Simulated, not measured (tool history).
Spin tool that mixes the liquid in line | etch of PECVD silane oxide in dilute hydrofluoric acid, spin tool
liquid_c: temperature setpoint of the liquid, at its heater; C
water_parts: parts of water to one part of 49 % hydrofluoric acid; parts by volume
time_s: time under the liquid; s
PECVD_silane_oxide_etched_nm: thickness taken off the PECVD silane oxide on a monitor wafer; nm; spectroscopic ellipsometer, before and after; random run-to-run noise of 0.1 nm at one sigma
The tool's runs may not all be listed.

run    day  liquid_c  water_parts  time_s  PECVD_silane_oxide_etched_nm
  1      0        23          145     100                        16.281
  2  0.175        22          150     100                        14.921
  3  0.408        21          155     100                         13.87
  4  0.483        18          155     100                        12.299
  5  0.696        18          155     100                        12.308
  6  0.829        18          205     100                        8.8372
  7  1.033        19          205     100                        9.0813

Run 8 has not been measured yet. What should we expect?
  8  1.3        20          205     100                             ?

Run 8 yielded PECVD_silane_oxide_etched_nm 9.57 nm.

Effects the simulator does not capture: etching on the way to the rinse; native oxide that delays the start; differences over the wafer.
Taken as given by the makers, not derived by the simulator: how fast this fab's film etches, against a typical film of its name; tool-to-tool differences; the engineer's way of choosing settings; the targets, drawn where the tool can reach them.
